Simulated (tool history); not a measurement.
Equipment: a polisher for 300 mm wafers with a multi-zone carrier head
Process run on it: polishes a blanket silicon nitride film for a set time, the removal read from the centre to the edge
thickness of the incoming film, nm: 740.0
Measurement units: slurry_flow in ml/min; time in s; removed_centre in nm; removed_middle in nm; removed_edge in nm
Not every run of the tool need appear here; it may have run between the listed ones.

run	hour	slurry_flow	centre_zone	middle_zone	edge_zone	time	removed_centre	removed_middle	removed_edge
1	0.0	215	1.00	1.00	1.00	90	171.37	164.93	165.25
2	6.3	265	1.00	1.00	1.00	90	174.98	171.10	166.28
3	11.7	265	0.95	1.00	1.00	90	164.26	169.79	173.35
4	19.2	265	0.94	0.99	0.98	84	152.38	156.40	155.80
5	22.5	265	0.94	0.95	0.98	84	149.57	153.66	156.31
6	29.7	220	0.94	0.95	0.98	84	149.87	149.34	152.50
7	37.1	220	0.94	0.95	0.98	84	149.80	151.06	156.76
8	43.0	220	0.93	0.93	0.97	80	141.07	140.28	146.14

What does the tool deliver on the next run?
9	46.2	220	0.91	0.91	0.95	78	?	?	?

removed_centre: 134.42 nm
removed_middle: 134.75 nm
removed_edge: 140.74 nm

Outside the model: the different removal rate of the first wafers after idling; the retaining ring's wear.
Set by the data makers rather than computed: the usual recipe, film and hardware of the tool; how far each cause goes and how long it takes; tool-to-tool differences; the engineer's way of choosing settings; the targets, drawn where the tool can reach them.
